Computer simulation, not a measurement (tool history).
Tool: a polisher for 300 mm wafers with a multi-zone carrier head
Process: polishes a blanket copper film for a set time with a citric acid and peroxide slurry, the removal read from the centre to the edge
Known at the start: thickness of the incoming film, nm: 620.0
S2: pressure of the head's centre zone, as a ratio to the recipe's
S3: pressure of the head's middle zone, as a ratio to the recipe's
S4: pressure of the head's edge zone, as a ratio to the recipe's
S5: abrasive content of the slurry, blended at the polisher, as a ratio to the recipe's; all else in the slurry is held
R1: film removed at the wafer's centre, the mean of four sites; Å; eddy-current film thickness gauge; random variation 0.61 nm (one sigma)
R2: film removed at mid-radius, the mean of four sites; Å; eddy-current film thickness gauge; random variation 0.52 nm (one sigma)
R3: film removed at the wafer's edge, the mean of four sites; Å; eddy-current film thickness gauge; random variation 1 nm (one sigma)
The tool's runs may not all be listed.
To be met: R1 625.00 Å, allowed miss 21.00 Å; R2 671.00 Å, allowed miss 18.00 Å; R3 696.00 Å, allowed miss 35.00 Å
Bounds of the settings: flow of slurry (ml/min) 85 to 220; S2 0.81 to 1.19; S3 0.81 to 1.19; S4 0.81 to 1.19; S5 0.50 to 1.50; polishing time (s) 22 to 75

Run 1, hour 0.0: flow of slurry (ml/min) 140, S2 1.00, S3 1.00, S4 1.00, S5 1.00, polishing time (s) 48. Result: R1 967.79 Å, R2 967.03 Å, R3 974.63 Å.
Run 2, hour 6.7: flow of slurry (ml/min) 140, S2 0.92, S3 1.00, S4 1.00, S5 1.00, polishing time (s) 48. Result: R1 911.52 Å, R2 967.95 Å, R3 980.18 Å.
Run 3, hour 14.3: flow of slurry (ml/min) 135, S2 0.91, S3 0.99, S4 0.98, S5 0.95, polishing time (s) 47. Result: R1 867.20 Å, R2 920.33 Å, R3 923.27 Å.
Run 4, hour 21.3: flow of slurry (ml/min) 135, S2 0.91, S3 0.99, S4 0.98, S5 1.10, polishing time (s) 47. Result: R1 895.50 Å, R2 953.98 Å, R3 943.35 Å.
Run 5, hour 28.3: flow of slurry (ml/min) 130, S2 0.90, S3 0.98, S4 0.97, S5 1.05, polishing time (s) 46. Result: R1 847.97 Å, R2 907.79 Å, R3 922.02 Å.
Run 6, hour 31.8: flow of slurry (ml/min) 130, S2 0.89, S3 0.97, S4 0.95, S5 0.95, polishing time (s) 45. Result: R1 810.65 Å, R2 837.84 Å, R3 901.26 Å.
Run 7, hour 34.9: flow of slurry (ml/min) 130, S2 0.89, S3 0.99, S4 0.94, S5 0.90, polishing time (s) 44. Result: R1 767.62 Å, R2 842.55 Å, R3 844.93 Å.
Run 8, hour 41.9: flow of slurry (ml/min) 95, S2 0.85, S3 0.89, S4 0.84, S5 0.65, polishing time (s) 43. Result: R1 593.31 Å, R2 627.00 Å, R3 673.21 Å.
Run 9, hour 45.4: flow of slurry (ml/min) 100, S2 0.85, S3 0.89, S4 0.84, S5 0.65, polishing time (s) 43. Result: R1 612.94 Å, R2 630.05 Å, R3 692.14 Å.
Run 10, hour 51.6: flow of slurry (ml/min) 115, S2 0.84, S3 0.96, S4 0.82, S5 0.65, polishing time (s) 43. Result: R1 617.50 Å, R2 710.70 Å, R3 703.92 Å.
Run 11, hour 54.5: flow of slurry (ml/min) 115, S2 0.84, S3 0.96, S4 0.82, S5 0.65, polishing time (s) 43. Result: R1 630.75 Å, R2 700.99 Å, R3 710.17 Å.

Which of these 4 next moves meets every target?
Run A, hour 57.4: flow of slurry (ml/min) 90, S2 0.91, S3 0.98, S4 0.91, S5 0.75, polishing time (s) 42. Result: R1 ?, R2 ?, R3 ?.
Run B, hour 57.4: flow of slurry (ml/min) 100, S2 0.81, S3 0.83, S4 0.93, S5 0.65, polishing time (s) 46. Result: R1 ?, R2 ?, R3 ?.
Run C, hour 57.4: flow of slurry (ml/min) 140, S2 0.90, S3 0.90, S4 0.83, S5 0.60, polishing time (s) 42. Result: R1 ?, R2 ?, R3 ?.
Run D, hour 57.4: flow of slurry (ml/min) 100, S2 0.88, S3 0.87, S4 0.88, S5 0.60, polishing time (s) 44. Result: R1 ?, R2 ?, R3 ?.

move      R1      R2      R3
   A  620.19  675.51  717.65
   B  611.60  643.56  780.95
   C  669.32  672.93  719.38
   D  617.89  625.47  718.85
A: meets every target
B: takes the result that was furthest off past its target
C: brings the result that was furthest off to its target, and leaves another outside
D: takes the result that was furthest off past its target
Answer: A

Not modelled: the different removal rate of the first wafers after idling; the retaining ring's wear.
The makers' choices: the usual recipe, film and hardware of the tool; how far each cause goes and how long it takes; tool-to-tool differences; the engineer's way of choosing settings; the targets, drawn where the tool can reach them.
